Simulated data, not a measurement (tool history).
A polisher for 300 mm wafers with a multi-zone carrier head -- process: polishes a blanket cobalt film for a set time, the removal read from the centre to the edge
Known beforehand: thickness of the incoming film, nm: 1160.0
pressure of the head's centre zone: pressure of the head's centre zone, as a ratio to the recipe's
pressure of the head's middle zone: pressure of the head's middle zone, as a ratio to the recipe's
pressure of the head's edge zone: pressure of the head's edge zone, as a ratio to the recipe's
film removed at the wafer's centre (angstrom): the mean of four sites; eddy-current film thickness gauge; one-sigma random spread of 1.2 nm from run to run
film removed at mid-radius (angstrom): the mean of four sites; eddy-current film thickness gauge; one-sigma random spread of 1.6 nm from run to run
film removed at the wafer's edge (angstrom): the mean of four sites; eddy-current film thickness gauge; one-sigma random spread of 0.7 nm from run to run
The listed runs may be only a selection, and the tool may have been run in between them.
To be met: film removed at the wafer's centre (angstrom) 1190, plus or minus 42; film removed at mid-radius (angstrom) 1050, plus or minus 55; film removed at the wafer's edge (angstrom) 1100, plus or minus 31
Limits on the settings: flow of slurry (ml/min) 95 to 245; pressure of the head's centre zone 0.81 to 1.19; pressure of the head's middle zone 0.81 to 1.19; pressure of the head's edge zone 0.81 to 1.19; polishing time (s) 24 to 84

| run | hour | flow of slurry (ml/min) | pressure of the head's centre zone | pressure of the head's middle zone | pressure of the head's edge zone | polishing time (s) | film removed at the wafer's centre (angstrom) | film removed at mid-radius (angstrom) | film removed at the wafer's edge (angstrom) |
|---|---|---|---|---|---|---|---|---|---|
| 1 | 0 | 155 | 1 | 1 | 1 | 54 | 1716.4 | 1721.9 | 1668.5 |
| 2 | 8.6 | 155 | 0.96 | 1 | 1 | 54 | 1640.6 | 1670.8 | 1662.1 |
| 3 | 14 | 140 | 0.96 | 1 | 1 | 54 | 1602.7 | 1666.4 | 1647.7 |
| 4 | 19.2 | 145 | 0.97 | 0.97 | 0.97 | 49 | 1454.9 | 1533.6 | 1479.9 |
| 5 | 22 | 145 | 0.97 | 0.97 | 0.97 | 59 | 1756.8 | 1785.3 | 1792.8 |
| 6 | 23.3 | 130 | 0.97 | 0.97 | 0.97 | 59 | 1748.3 | 1729.5 | 1757.7 |
| 7 | 29.2 | 95 | 0.99 | 0.89 | 0.87 | 44 | 1175.1 | 1111.5 | 1159.7 |
| 8 | 38.1 | 95 | 1 | 0.88 | 0.86 | 44 | 1172.6 | 1140.8 | 1175 |
| 9 | 46.5 | 110 | 1.1 | 0.85 | 0.89 | 37 | 1158.2 | 979.64 | 1021.9 |
| 10 | 54.9 | 115 | 1.09 | 0.85 | 0.9 | 37 | 1169.6 | 995.66 | 1035.6 |
| 11 | 63.3 | 135 | 1.05 | 0.86 | 0.97 | 38 | 1211.4 | 1053.8 | 1122.3 |
| 12 | 71.2 | 135 | 1.05 | 0.86 | 0.96 | 38 | 1214.1 | 1042.4 | 1139.3 |

Pick the move, out of 5, that brings all results within their allowed miss; only one does.
| A | 79.1 | 160 | 0.99 | 0.89 | 0.92 | 40 | ? | ? | ? |
| B | 79.1 | 130 | 1.02 | 0.81 | 0.99 | 41 | ? | ? | ? |
| C | 79.1 | 95 | 1.05 | 0.85 | 0.84 | 42 | ? | ? | ? |
| D | 79.1 | 135 | 1.12 | 0.84 | 0.92 | 39 | ? | ? | ? |
| E | 79.1 | 130 | 0.98 | 0.84 | 0.97 | 40 | ? | ? | ? |

| move | film removed at the wafer's centre (angstrom) | film removed at mid-radius (angstrom) | film removed at the wafer's edge (angstrom) |
|---|---|---|---|
| A | 1264.7 | 1144.3 | 1198.7 |
| B | 1266.4 | 1056.7 | 1231.8 |
| C | 1196.6 | 1013.5 | 1095.5 |
| D | 1333.5 | 1036.8 | 1138.9 |
| E | 1188.7 | 1054.3 | 1189.7 |
A: moves away from the targets compared with the last run
B: moves away from the targets compared with the last run
C: in spec on every target
D: moves away from the targets compared with the last run
E: moves away from the targets compared with the last run
C is the move that brings every result within its allowed miss.

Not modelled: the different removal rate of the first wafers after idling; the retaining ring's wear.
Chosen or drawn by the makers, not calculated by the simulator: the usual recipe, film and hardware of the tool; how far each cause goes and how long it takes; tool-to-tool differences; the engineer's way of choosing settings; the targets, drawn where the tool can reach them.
